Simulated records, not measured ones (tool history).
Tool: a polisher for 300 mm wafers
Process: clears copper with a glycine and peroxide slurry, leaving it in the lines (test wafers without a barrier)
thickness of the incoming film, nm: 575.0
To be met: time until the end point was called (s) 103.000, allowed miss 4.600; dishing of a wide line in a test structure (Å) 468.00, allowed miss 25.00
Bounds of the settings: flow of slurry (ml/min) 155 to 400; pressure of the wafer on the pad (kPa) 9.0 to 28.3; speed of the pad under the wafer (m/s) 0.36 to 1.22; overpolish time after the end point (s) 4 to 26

| run | hour | flow of slurry (ml/min) | pressure of the wafer on the pad (kPa) | speed of the pad under the wafer (m/s) | overpolish time after the end point (s) | time until the end point was called (s) | dishing of a wide line in a test structure (Å) |
|---|---|---|---|---|---|---|---|
| 1 | 0.0 | 255 | 18.6 | 0.78 | 13 | 151.060 | 335.24 |
| 2 | 5.7 | 255 | 15.2 | 0.78 | 13 | 171.240 | 290.50 |
| 3 | 14.5 | 190 | 15.2 | 0.78 | 13 | 176.140 | 292.13 |
| 4 | 19.3 | 190 | 19.3 | 0.80 | 13 | 151.270 | 332.57 |
| 5 | 28.1 | 200 | 22.1 | 0.82 | 13 | 136.990 | 373.80 |
| 6 | 34.5 | 200 | 22.1 | 0.90 | 13 | 129.240 | 382.76 |
| 7 | 43.0 | 205 | 24.1 | 0.92 | 13 | 121.230 | 416.09 |
| 8 | 44.1 | 210 | 25.5 | 0.94 | 13 | 113.900 | 440.41 |
| 9 | 51.6 | 215 | 26.2 | 0.94 | 13 | 109.390 | 437.29 |

4 next moves are on the table. One of them brings every result within its allowed miss. Which?
| A | 59.1 | 260 | 25.5 | 1.02 | 13 | ? | ? |
| B | 59.1 | 300 | 27.6 | 1.02 | 14 | ? | ? |
| C | 59.1 | 195 | 24.1 | 1.04 | 11 | ? | ? |
| D | 59.1 | 185 | 28.3 | 1.10 | 12 | ? | ? |

| move | time until the end point was called (s) | dishing of a wide line in a test structure (Å) |
|---|---|---|
| A | 102.370 | 467.30 |
| B | 95.440 | 524.28 |
| C | 108.950 | 386.90 |
| D | 94.031 | 469.60 |
A: meets every target
B: takes the result that was furthest off past its target
C: further off than the last run
D: takes the result that was furthest off past its target
Answer: A

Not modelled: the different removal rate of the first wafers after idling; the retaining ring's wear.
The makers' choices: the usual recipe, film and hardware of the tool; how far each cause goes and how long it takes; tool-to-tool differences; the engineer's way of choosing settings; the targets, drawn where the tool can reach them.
